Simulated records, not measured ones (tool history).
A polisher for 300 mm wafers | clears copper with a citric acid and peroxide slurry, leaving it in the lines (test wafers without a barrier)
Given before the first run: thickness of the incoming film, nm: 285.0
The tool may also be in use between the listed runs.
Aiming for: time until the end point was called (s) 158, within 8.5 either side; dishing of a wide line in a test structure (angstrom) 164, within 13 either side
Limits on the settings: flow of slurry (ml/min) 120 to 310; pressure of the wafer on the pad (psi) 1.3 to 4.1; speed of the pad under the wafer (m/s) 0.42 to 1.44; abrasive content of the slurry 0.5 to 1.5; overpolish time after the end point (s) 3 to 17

run,day,flow of slurry (ml/min),pressure of the wafer on the pad (psi),speed of the pad under the wafer (m/s),abrasive content of the slurry,overpolish time after the end point (s),time until the end point was called (s),dishing of a wide line in a test structure (angstrom)
1,0,200,2.7,0.92,1,9,192.74,93.869
2,0.158,200,2.7,0.92,1,12,191.84,125.92
3,0.262,200,3,0.92,1,12,180.41,134.06
4,0.546,200,2.4,0.92,1,12,211.82,116.6
5,0.804,200,2.4,1,1,12,194.57,116.85
6,1.108,200,1.8,1,1,12,237.93,101.31
7,1.183,200,2,1,1,12,212.83,107.24
# day 1.292: worn pad replaced by a new one
8,1.292,200,2.2,1,1,12,176.31,129.25
9,1.646,200,2.2,1,1,12,182.93,122.32
10,1.746,200,2.3,1,1,12,175.97,125.58
11,1.771,200,2.4,1,1,12,175.57,135.33
12,2.133,200,2.8,1,1,12,155.47,150.35

4 next moves are on the table. One of them brings every result within its allowed miss. Which?
A,2.496,220,2.7,1,0.95,11,?,?
B,2.496,220,2.7,0.82,1.15,16,?,?
C,2.496,225,2.9,1.04,1.05,9,?,?
D,2.496,225,3.1,0.88,0.9,14,?,?

move,time until the end point was called (s),dishing of a wide line in a test structure (angstrom)
A,155.82,135.83
B,182.12,165.97
C,139.02,125.52
D,159.9,165.99
A: its largest miss is bigger than the last run's
B: gets the furthest-off result to its target, but another result is out of tolerance
C: its largest miss is bigger than the last run's
D: every result lands within tolerance
Correct choice: D, which meets every target
